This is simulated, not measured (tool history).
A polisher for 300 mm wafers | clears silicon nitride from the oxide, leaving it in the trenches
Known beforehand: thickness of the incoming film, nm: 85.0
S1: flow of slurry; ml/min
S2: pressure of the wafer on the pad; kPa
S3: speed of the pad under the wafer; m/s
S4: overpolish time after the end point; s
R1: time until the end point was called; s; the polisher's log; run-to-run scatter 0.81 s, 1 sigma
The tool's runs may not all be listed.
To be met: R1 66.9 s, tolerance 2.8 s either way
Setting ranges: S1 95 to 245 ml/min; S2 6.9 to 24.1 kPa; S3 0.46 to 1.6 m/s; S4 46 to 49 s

run  hour   S1    S2    S3  S4      R1
  1     0  155  15.2  1.02  46  107.13
  2   6.1  160  17.2  1.02  46  94.758
  3  10.5  160    20  1.02  46  81.962
  4  11.7  165  20.7  1.02  46  80.744
  5  14.5  165  21.4  1.02  46  75.907
  6    18  165  22.1  1.02  46  75.283
  7  21.6  165  22.8  1.02  46  72.055
  8  28.7  165  23.4  1.02  46  70.872

Of the 5 settings listed for the next run, only one would bring every result within its allowed miss of target. Which one?
  A  35.8  185  22.1  0.92  47   ?
  B  35.8  140  24.1  1.06  46   ?
  C  35.8  190  22.8  0.96  49   ?
  D  35.8  155  22.1     1  49   ?
  E  35.8  145  22.1  1.04  47   ?

move      R1
   A  82.134
   B  68.569
   C  76.198
   D  77.836
   E  75.786
A: further off than the last run
B: meets every target
C: further off than the last run
D: further off than the last run
E: further off than the last run
Go with B: it meets all targets.
